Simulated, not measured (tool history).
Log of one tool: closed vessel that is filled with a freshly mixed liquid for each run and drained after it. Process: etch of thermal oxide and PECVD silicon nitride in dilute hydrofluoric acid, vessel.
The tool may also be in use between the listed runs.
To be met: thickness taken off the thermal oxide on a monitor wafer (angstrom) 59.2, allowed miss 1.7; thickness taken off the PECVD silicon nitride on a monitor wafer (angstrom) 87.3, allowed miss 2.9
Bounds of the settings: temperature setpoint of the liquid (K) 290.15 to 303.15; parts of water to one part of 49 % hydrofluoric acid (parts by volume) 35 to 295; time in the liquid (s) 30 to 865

run  hour  temperature setpoint of the liquid (K)  parts of water to one part of 49 % hydrofluoric acid (parts by volume)  time in the liquid (s)  thickness taken off the thermal oxide on a monitor wafer (angstrom)  thickness taken off the PECVD silicon nitride on a monitor wafer (angstrom)
  1     0                                  295.15                                                                     165                     440                                                               97.488                                                                       110.94
  2   7.1                                  293.15                                                                     165                     440                                                               89.309                                                                       96.363
  3  15.4                                  295.15                                                                     205                     465                                                               80.893                                                                       94.969
  4  22.9                                  295.15                                                                     165                     465                                                               103.45                                                                       117.28
  5  24.4                                  292.15                                                                     165                     465                                                               90.419                                                                       95.388
  6  29.5                                  292.15                                                                     165                     400                                                               79.109                                                                       83.598
  7  37.6                                  294.65                                                                     205                     425                                                               70.998                                                                       85.148
  8  39.1                                  296.15                                                                     225                     440                                                               70.058                                                                        88.27
  9  39.6                                  297.15                                                                     245                     450                                                               66.878                                                                       88.147
 10  43.4                                  297.65                                                                     260                     460                                                               64.598                                                                       87.172
 11  45.2                                  298.15                                                                     270                     465                                                               62.897                                                                       87.511
 12  47.2                                  298.65                                                                     280                     470                                                               61.589                                                                       88.312
 13  55.7                                  298.65                                                                     285                     475                                                               61.729                                                                       87.236

Which of these 4 next moves meets every target?
  A  64.2                                  297.65                                                                     280                     505                                                                    ?                                                                            ?
  B  64.2                                  296.65                                                                     240                     455                                                                    ?                                                                            ?
  C  64.2                                  299.65                                                                     295                     460                                                                    ?                                                                            ?
  D  64.2                                  297.65                                                                     255                     445                                                                    ?                                                                            ?

move  thickness taken off the thermal oxide on a monitor wafer (angstrom)  thickness taken off the PECVD silicon nitride on a monitor wafer (angstrom)
   A                                                               64.421                                                                       88.341
   B                                                               68.044                                                                       87.161
   C                                                               58.756                                                                       86.181
   D                                                               63.933                                                                       85.424
A: further off than the last run
B: further off than the last run
C: meets every target
D: further off than the last run
Answer: C
